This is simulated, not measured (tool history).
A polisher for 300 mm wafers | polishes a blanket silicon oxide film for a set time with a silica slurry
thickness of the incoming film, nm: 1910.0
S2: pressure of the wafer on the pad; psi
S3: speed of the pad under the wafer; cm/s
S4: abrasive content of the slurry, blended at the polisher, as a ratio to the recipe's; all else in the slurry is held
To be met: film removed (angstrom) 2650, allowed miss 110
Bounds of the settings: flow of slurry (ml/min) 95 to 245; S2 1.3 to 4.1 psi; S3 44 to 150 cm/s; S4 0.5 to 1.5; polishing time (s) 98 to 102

Run 1, day 0: flow of slurry (ml/min) 155, S2 2.7 psi, S3 96 cm/s, S4 1, polishing time (s) 98. Result: film removed (angstrom) 1720.3.
Run 2, day 0.271: flow of slurry (ml/min) 155, S2 2.9 psi, S3 96 cm/s, S4 1, polishing time (s) 98. Result: film removed (angstrom) 1800.3.
Run 3, day 0.638: flow of slurry (ml/min) 155, S2 2.4 psi, S3 96 cm/s, S4 1, polishing time (s) 98. Result: film removed (angstrom) 1592.4.
Run 4, day 0.733: flow of slurry (ml/min) 185, S2 2.4 psi, S3 96 cm/s, S4 1, polishing time (s) 98. Result: film removed (angstrom) 1647.
Run 5, day 1.046: flow of slurry (ml/min) 190, S2 2.7 psi, S3 98 cm/s, S4 1, polishing time (s) 98. Result: film removed (angstrom) 1827.
Run 6, day 1.321: flow of slurry (ml/min) 190, S2 2.9 psi, S3 98 cm/s, S4 1, polishing time (s) 98. Result: film removed (angstrom) 1926.1.
Run 7, day 1.496: flow of slurry (ml/min) 190, S2 3.1 psi, S3 98 cm/s, S4 1, polishing time (s) 98. Result: film removed (angstrom) 1966.2.
Run 8, day 1.833: flow of slurry (ml/min) 190, S2 3.3 psi, S3 100 cm/s, S4 1, polishing time (s) 98. Result: film removed (angstrom) 2133.1.
Run 9, day 1.917: flow of slurry (ml/min) 190, S2 3.4 psi, S3 100 cm/s, S4 1, polishing time (s) 98. Result: film removed (angstrom) 2166.6.
Run 10, day 2.017: flow of slurry (ml/min) 190, S2 3.5 psi, S3 100 cm/s, S4 1, polishing time (s) 98. Result: film removed (angstrom) 2201.2.
Run 11, day 2.375: flow of slurry (ml/min) 190, S2 3.6 psi, S3 102 cm/s, S4 1, polishing time (s) 98. Result: film removed (angstrom) 2266.8.
Run 12, day 2.404: flow of slurry (ml/min) 190, S2 3.7 psi, S3 102 cm/s, S4 1, polishing time (s) 98. Result: film removed (angstrom) 2375.6.
Run 13, day 2.754: flow of slurry (ml/min) 190, S2 3.8 psi, S3 102 cm/s, S4 1, polishing time (s) 98. Result: film removed (angstrom) 2376.4.
Run 14, day 2.792: flow of slurry (ml/min) 190, S2 3.9 psi, S3 102 cm/s, S4 1, polishing time (s) 98. Result: film removed (angstrom) 2436.2.
Run 15, day 2.954: flow of slurry (ml/min) 195, S2 4 psi, S3 104 cm/s, S4 1, polishing time (s) 98. Result: film removed (angstrom) 2505.4.

5 next moves are on the table. One of them brings every result within its allowed miss. Which?
Run A, day 3.117: flow of slurry (ml/min) 170, S2 3.4 psi, S3 126 cm/s, S4 1, polishing time (s) 99. Result: film removed (angstrom) ?.
Run B, day 3.117: flow of slurry (ml/min) 195, S2 4.1 psi, S3 108 cm/s, S4 0.95, polishing time (s) 102. Result: film removed (angstrom) ?.
Run C, day 3.117: flow of slurry (ml/min) 205, S2 4.1 psi, S3 122 cm/s, S4 1.05, polishing time (s) 101. Result: film removed (angstrom) ?.
Run D, day 3.117: flow of slurry (ml/min) 175, S2 4 psi, S3 96 cm/s, S4 1, polishing time (s) 99. Result: film removed (angstrom) ?.
Run E, day 3.117: flow of slurry (ml/min) 175, S2 4.1 psi, S3 118 cm/s, S4 0.8, polishing time (s) 102. Result: film removed (angstrom) ?.

move  film removed (angstrom)
   A                     2476
   B                   2637.5
   C                   3006.8
   D                   2395.8
   E                     2408
A: further off than the last run
B: meets every target
C: takes the result that was furthest off past its target
D: further off than the last run
E: further off than the last run
Answer: B

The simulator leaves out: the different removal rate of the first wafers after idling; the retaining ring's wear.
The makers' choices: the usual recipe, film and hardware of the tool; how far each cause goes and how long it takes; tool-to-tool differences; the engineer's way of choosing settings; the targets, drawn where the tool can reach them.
